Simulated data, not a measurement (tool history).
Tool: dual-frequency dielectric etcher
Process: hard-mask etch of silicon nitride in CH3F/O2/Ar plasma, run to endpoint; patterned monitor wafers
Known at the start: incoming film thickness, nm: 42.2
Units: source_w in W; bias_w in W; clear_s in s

run	day	source_w	bias_w	clear_s
1	0.000	290	102	63.098
2	0.333	260	102	68.335
3	0.500	280	103	64.762
4	0.783	230	103	73.735
5	0.850	260	105	66.497
6	0.979	280	106	63.814

Run 7 comes next. What will it give?
7	1.279	280	106	?

clear_s: 63.340 s
